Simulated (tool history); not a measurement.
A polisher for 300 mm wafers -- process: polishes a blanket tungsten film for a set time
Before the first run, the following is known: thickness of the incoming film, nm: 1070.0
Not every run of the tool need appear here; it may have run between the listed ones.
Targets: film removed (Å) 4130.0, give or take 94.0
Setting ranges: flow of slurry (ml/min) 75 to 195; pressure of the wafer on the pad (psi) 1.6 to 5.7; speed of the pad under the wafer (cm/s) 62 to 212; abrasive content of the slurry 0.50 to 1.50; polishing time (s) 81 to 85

| run | day | flow of slurry (ml/min) | pressure of the wafer on the pad (psi) | speed of the pad under the wafer (cm/s) | abrasive content of the slurry | polishing time (s) | film removed (Å) |
|---|---|---|---|---|---|---|---|
| 1 | 0.000 | 125 | 3.6 | 136 | 1.00 | 81 | 5844.2 |
| 2 | 0.029 | 125 | 3.6 | 136 | 0.85 | 81 | 5720.6 |
| 3 | 0.308 | 125 | 2.9 | 136 | 0.85 | 81 | 4573.8 |
| 4 | 0.517 | 125 | 2.1 | 136 | 0.85 | 81 | 3384.7 |
| 5 | 0.600 | 105 | 2.1 | 136 | 0.85 | 81 | 3264.1 |
| 6 | 0.633 | 105 | 2.1 | 136 | 0.85 | 81 | 3278.2 |
| 7 | 0.804 | 115 | 2.1 | 136 | 0.85 | 81 | 3320.9 |
| 8 | 0.879 | 125 | 2.1 | 136 | 0.85 | 81 | 3390.5 |
| 9 | 1.104 | 135 | 2.2 | 136 | 0.85 | 81 | 3582.1 |
| 10 | 1.225 | 135 | 2.2 | 136 | 0.85 | 81 | 3577.1 |
| 11 | 1.271 | 140 | 2.2 | 136 | 0.85 | 81 | 3575.1 |
| 12 | 1.300 | 145 | 2.2 | 136 | 0.85 | 81 | 3595.6 |
| 13 | 1.612 | 180 | 2.6 | 136 | 0.85 | 81 | 4384.9 |
| 14 | 1.683 | 180 | 2.6 | 136 | 0.85 | 81 | 4359.0 |
| 15 | 1.862 | 175 | 2.6 | 136 | 0.85 | 81 | 4326.0 |

Which single option among these 5 for the next run brings every result within its allowed miss of target? Just one does.
| A | 2.042 | 195 | 3.2 | 112 | 0.90 | 83 | ? |
| B | 2.042 | 160 | 4.9 | 68 | 0.90 | 81 | ? |
| C | 2.042 | 165 | 3.1 | 116 | 0.95 | 85 | ? |
| D | 2.042 | 195 | 2.3 | 146 | 0.90 | 85 | ? |
| E | 2.042 | 195 | 2.4 | 128 | 0.90 | 82 | ? |

| move | film removed (Å) |
|---|---|
| A | 4616.4 |
| B | 4128.3 |
| C | 4692.1 |
| D | 4450.0 |
| E | 3935.2 |
A: the biggest miss grows against the last run
B: all results in spec
C: the biggest miss grows against the last run
D: the biggest miss grows against the last run
E: moves the result that the last run missed by most past its target, out the other side
B meets every target.
